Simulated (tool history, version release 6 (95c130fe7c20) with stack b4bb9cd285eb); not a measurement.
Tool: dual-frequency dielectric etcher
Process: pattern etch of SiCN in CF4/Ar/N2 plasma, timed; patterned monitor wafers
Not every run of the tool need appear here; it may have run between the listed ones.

run  hour  source power (kW)  bias power (kW)  Ar flow (sccm)  CF4 flow (sccm)  etch time (s)  mean etch depth across the wafer (nm)
  1   0.0              0.350            0.058             137               54           95.5                                 52.183
  2   2.9              0.410            0.058             137               54           95.5                                 60.478
  3  11.9              0.410            0.050             137               54           95.5                                 55.100
  4  12.6              0.460            0.050             137               54           95.5                                 61.363
     15.2  -- source power generator calibrated
  5  15.2              0.420            0.048             141               53           95.5                                 56.795
  6  16.8              0.420            0.041             141               53           95.5                                 51.223
  7  25.3              0.390            0.040             143               52           95.5                                 46.728
  8  32.8              0.390            0.040             143               52           95.5                                 46.158
  9  34.1              0.360            0.040             143               52           95.5                                 43.115

What will run 10 give?
 10  38.5              0.290            0.036             150               51           95.5                                      ?

mean etch depth across the wafer (nm): 32.072

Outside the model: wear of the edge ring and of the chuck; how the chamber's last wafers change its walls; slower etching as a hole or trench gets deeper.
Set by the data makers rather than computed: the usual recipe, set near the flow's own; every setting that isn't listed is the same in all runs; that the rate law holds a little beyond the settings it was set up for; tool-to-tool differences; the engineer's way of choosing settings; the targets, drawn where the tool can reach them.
